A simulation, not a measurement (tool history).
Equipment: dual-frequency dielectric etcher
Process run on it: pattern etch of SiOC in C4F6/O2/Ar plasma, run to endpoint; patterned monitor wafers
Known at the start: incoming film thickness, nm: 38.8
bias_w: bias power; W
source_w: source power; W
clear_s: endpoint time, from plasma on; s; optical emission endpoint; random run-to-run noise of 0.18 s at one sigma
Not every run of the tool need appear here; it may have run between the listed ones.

run	day	bias_w	source_w	clear_s
1	0.000	363	400	14.777
2	0.342	363	430	14.604
3	0.496	325	430	15.437
4	0.704	288	380	17.179
5	0.738	329	380	15.898
6	0.775	306	380	16.539

Expected results for the next run?
7	0.908	276	360	?

clear_s: 17.821 s

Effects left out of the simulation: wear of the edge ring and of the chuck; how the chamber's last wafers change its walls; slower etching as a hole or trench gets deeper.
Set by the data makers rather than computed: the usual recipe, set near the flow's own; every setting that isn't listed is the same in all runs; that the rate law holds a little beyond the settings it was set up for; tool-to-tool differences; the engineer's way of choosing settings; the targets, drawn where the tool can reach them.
